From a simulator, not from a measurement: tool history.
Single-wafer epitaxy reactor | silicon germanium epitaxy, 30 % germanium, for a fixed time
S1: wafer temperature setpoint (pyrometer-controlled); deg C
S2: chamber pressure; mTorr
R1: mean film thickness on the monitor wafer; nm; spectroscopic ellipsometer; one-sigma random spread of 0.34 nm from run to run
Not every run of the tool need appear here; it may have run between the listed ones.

run	hour	S1	S2	R1
1	0	610	19500	88.337
2	5.5	619	19500	101.06
3	11.8	614	19500	93.591
4	17.3	612	19500	91.139
# hour 18.2: pyrometer calibrated
5	18.2	612	21200	86.672
6	20.1	612	22700	88.031
7	27.6	612	22700	87.589
8	28.7	610	22700	84.557
9	33.5	609	22700	83.533
10	36	608	22700	82.614
11	44.2	607	22700	80.892
12	51.1	606	22700	79.574
13	57.3	606	22700	79.479
14	59.5	605	22700	78.504
15	67.8	604	22700	76.591

Forecast run 16:
16	69.2	603	22700	?

R1: 75.522 nm
